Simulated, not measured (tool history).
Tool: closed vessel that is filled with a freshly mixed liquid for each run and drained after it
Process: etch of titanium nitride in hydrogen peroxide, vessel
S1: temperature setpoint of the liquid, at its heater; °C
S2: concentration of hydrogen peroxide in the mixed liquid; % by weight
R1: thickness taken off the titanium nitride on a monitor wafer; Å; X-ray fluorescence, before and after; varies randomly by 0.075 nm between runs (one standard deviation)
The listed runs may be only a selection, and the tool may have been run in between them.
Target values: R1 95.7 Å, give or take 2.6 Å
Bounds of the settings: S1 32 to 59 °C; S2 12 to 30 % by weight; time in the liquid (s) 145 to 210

{"run": 1, "day": 0.0, "S1": 43, "S2": 22.5, "time in the liquid (s)": 210, "R1": 38.393}
{"run": 2, "day": 0.129, "S1": 43, "S2": 20, "time in the liquid (s)": 210, "R1": 37.479}
{"run": 3, "day": 0.238, "S1": 44.5, "S2": 20, "time in the liquid (s)": 210, "R1": 42.104}
{"run": 4, "day": 0.35, "S1": 44.5, "S2": 20, "time in the liquid (s)": 210, "R1": 41.81}
{"day": 0.442, "done": "peroxide flow meter replaced"}
{"run": 5, "day": 0.442, "S1": 46, "S2": 20, "time in the liquid (s)": 210, "R1": 45.568}
{"run": 6, "day": 0.775, "S1": 41.5, "S2": 20, "time in the liquid (s)": 210, "R1": 32.78}
{"run": 7, "day": 1.038, "S1": 43.5, "S2": 20, "time in the liquid (s)": 210, "R1": 38.55}
{"run": 8, "day": 1.242, "S1": 45, "S2": 20, "time in the liquid (s)": 210, "R1": 43.625}
{"run": 9, "day": 1.525, "S1": 46.5, "S2": 20, "time in the liquid (s)": 210, "R1": 48.046}

Pick the move, out of 4, that brings all results within their allowed miss; only one does.
{"run": "A", "day": 1.808, "S1": 56.5, "S2": 22.5, "time in the liquid (s)": 210, "R1": "?"}
{"run": "B", "day": 1.808, "S1": 55.5, "S2": 23.5, "time in the liquid (s)": 210, "R1": "?"}
{"run": "C", "day": 1.808, "S1": 47.5, "S2": 19.5, "time in the liquid (s)": 145, "R1": "?"}
{"run": "D", "day": 1.808, "S1": 55.5, "S2": 17.5, "time in the liquid (s)": 210, "R1": "?"}

move=A R1=101.97
move=B R1=96.011
move=C R1=35.92
move=D R1=90.127
A: the result that was furthest off in the last run now lies on the other side of its target
B: all results in spec
C: the biggest miss grows against the last run
D: an improvement on the last run, though not all results are within tolerance
Answer: B

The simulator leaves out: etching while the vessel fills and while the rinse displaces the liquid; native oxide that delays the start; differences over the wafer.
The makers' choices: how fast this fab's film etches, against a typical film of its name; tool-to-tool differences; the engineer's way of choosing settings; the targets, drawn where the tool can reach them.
